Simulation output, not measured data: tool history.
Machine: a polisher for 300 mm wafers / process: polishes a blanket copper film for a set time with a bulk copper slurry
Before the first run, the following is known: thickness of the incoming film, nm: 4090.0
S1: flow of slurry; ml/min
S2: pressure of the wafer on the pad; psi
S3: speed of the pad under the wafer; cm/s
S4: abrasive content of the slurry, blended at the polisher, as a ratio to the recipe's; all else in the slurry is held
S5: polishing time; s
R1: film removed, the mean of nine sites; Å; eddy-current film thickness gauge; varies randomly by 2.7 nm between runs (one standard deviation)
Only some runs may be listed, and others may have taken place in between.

{"run": 1, "hour": 0.0, "S1": 300, "S2": 2.5, "S3": 102, "S4": 1, "S5": 38, "R1": 3104.2}
{"run": 2, "hour": 5.0, "S1": 330, "S2": 2.5, "S3": 102, "S4": 1, "S5": 38, "R1": 3094.2}
{"run": 3, "hour": 10.9, "S1": 330, "S2": 2.7, "S3": 102, "S4": 1, "S5": 38, "R1": 3326.2}
{"run": 4, "hour": 11.8, "S1": 400, "S2": 2.7, "S3": 102, "S4": 1, "S5": 38, "R1": 3432.5}
{"run": 5, "hour": 16.5, "S1": 400, "S2": 2.3, "S3": 102, "S4": 1, "S5": 38, "R1": 2934.8}
{"run": 6, "hour": 24.8, "S1": 400, "S2": 2.5, "S3": 102, "S4": 1, "S5": 38, "R1": 3166.2}
{"run": 7, "hour": 33.8, "S1": 400, "S2": 2.7, "S3": 102, "S4": 1, "S5": 38, "R1": 3391.7}

Estimate the outcome of run 8 from the log above:
{"run": 8, "hour": 39.5, "S1": 400, "S2": 2.8, "S3": 102, "S4": 1, "S5": 38, "R1": "?"}

R1: 3568.8 Å

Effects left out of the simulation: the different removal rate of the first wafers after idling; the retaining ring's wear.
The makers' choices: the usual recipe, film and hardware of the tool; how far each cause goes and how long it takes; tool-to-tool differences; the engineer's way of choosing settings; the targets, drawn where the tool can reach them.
